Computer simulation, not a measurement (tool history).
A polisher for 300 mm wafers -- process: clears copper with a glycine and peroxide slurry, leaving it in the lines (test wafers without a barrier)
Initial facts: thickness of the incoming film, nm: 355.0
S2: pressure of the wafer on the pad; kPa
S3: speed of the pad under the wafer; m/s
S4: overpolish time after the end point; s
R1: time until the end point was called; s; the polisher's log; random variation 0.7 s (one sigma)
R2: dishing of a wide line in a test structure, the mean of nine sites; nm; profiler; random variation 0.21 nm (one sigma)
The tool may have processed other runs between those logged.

run 1 hour=0.0 | flow_of_slurry_(ml/min)=285 S2=11.0 S3=1.10 S4=9 | R1=83.637 R2=25.249
run 2 hour=4.0 | flow_of_slurry_(ml/min)=285 S2=13.8 S3=1.10 S4=9 | R1=70.368 R2=30.227
run 3 hour=7.5 | flow_of_slurry_(ml/min)=340 S2=13.8 S3=1.10 S4=9 | R1=68.659 R2=31.257
run 4 hour=8.5 | flow_of_slurry_(ml/min)=340 S2=15.9 S3=1.10 S4=9 | R1=61.234 R2=33.593
run 5 hour=15.9 | flow_of_slurry_(ml/min)=290 S2=15.9 S3=1.04 S4=7 | R1=65.017 R2=26.468
run 6 hour=17.6 | flow_of_slurry_(ml/min)=255 S2=15.2 S3=1.10 S4=6 | R1=65.932 R2=21.527
run 7 hour=22.4 | flow_of_slurry_(ml/min)=230 S2=13.1 S3=1.26 S4=5 | R1=67.756 R2=17.642
run 8 hour=29.5 | flow_of_slurry_(ml/min)=230 S2=13.1 S3=1.26 S4=5 | R1=67.100 R2=18.879
run 9 hour=31.5 | flow_of_slurry_(ml/min)=210 S2=11.7 S3=1.36 S4=4 | R1=70.244 R2=14.479
run 10 hour=36.8 | flow_of_slurry_(ml/min)=200 S2=11.0 S3=1.46 S4=4 | R1=71.309 R2=13.684
run 11 hour=45.3 | flow_of_slurry_(ml/min)=200 S2=11.0 S3=1.46 S4=4 | R1=71.094 R2=14.290
run 12 hour=48.3 | flow_of_slurry_(ml/min)=190 S2=11.0 S3=1.54 S4=4 | R1=68.988 R2=14.410
run 13 hour=56.2 | flow_of_slurry_(ml/min)=185 S2=11.0 S3=1.58 S4=4 | R1=67.692 R2=14.558

Expected results for the next run?
run 14 hour=58.0 | flow_of_slurry_(ml/min)=170 S2=9.7 S3=1.70 S4=3 | R1=? R2=?

R1: 72.089 s
R2: 10.531 nm
